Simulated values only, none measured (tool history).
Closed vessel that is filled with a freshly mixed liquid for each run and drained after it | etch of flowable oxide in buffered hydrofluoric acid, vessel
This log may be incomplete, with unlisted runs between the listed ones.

| run | hour | temperature setpoint of the liquid (°C) | parts of 40 % ammonium fluoride to one part of 49 % hydrofluoric acid (parts by volume) | time in the liquid (s) | thickness taken off the flowable oxide on a monitor wafer (nm) |
|---|---|---|---|---|---|
| 1 | 0 | 24 | 9.5 | 90 | 156.33 |
| 2 | 7.9 | 24 | 9.5 | 90 | 158.36 |
| 3 | 10.5 | 24 | 9.5 | 100 | 174.54 |
| 4 | 15.2 | 24 | 9.5 | 90 | 154.48 |
| 5 | 21.6 | 24 | 9.5 | 90 | 156.5 |
| 6 | 29.7 | 20.5 | 9.5 | 90 | 130.01 |
| 7 | 32 | 22.5 | 9.5 | 90 | 145.17 |
| 8 | 33 | 24 | 9.5 | 90 | 158.96 |

What does the tool deliver on the next run?
| 9 | 39.9 | 25 | 9.5 | 90 | ? |

{"run 9": {"thickness taken off the flowable oxide on a monitor wafer (nm)": 167.48}}
